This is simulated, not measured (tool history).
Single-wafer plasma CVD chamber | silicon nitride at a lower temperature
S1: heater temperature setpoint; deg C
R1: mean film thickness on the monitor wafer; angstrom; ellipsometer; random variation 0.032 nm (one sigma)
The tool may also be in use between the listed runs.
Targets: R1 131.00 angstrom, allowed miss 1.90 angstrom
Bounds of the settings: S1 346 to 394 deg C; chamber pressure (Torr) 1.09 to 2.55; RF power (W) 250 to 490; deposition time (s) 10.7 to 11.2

{"run": 1, "day": 0.0, "S1": 370, "chamber pressure (Torr)": 1.82, "RF power (W)": 370, "deposition time (s)": 11.2, "R1": 142.37}
{"run": 2, "day": 0.054, "S1": 370, "chamber pressure (Torr)": 1.67, "RF power (W)": 365, "deposition time (s)": 11.2, "R1": 138.79}
{"run": 3, "day": 0.4, "S1": 362, "chamber pressure (Torr)": 1.67, "RF power (W)": 365, "deposition time (s)": 11.2, "R1": 138.9}
{"run": 4, "day": 0.738, "S1": 371, "chamber pressure (Torr)": 1.67, "RF power (W)": 365, "deposition time (s)": 11.2, "R1": 138.3}
{"run": 5, "day": 0.9, "S1": 371, "chamber pressure (Torr)": 1.67, "RF power (W)": 365, "deposition time (s)": 11.2, "R1": 138.83}
{"run": 6, "day": 1.1, "S1": 371, "chamber pressure (Torr)": 1.55, "RF power (W)": 360, "deposition time (s)": 11.2, "R1": 134.89}
{"run": 7, "day": 1.358, "S1": 371, "chamber pressure (Torr)": 1.49, "RF power (W)": 360, "deposition time (s)": 11.2, "R1": 134.65}
{"run": 8, "day": 1.65, "S1": 371, "chamber pressure (Torr)": 1.43, "RF power (W)": 360, "deposition time (s)": 11.2, "R1": 133.76}

5 next moves are on the table. One of them brings every result within its allowed miss. Which?
{"run": "A", "day": 1.942, "S1": 363, "chamber pressure (Torr)": 1.77, "RF power (W)": 355, "deposition time (s)": 10.7, "R1": "?"}
{"run": "B", "day": 1.942, "S1": 375, "chamber pressure (Torr)": 1.39, "RF power (W)": 375, "deposition time (s)": 11.1, "R1": "?"}
{"run": "C", "day": 1.942, "S1": 384, "chamber pressure (Torr)": 1.09, "RF power (W)": 400, "deposition time (s)": 11.2, "R1": "?"}
{"run": "D", "day": 1.942, "S1": 378, "chamber pressure (Torr)": 1.53, "RF power (W)": 350, "deposition time (s)": 10.7, "R1": "?"}
{"run": "E", "day": 1.942, "S1": 371, "chamber pressure (Torr)": 1.69, "RF power (W)": 335, "deposition time (s)": 10.7, "R1": "?"}

move=A R1=131.92
move=B R1=135.01
move=C R1=135.48
move=D R1=126.54
move=E R1=125.61
A: meets every target
B: further off than the last run
C: further off than the last run
D: takes the result that was furthest off past its target
E: takes the result that was furthest off past its target
Answer: A
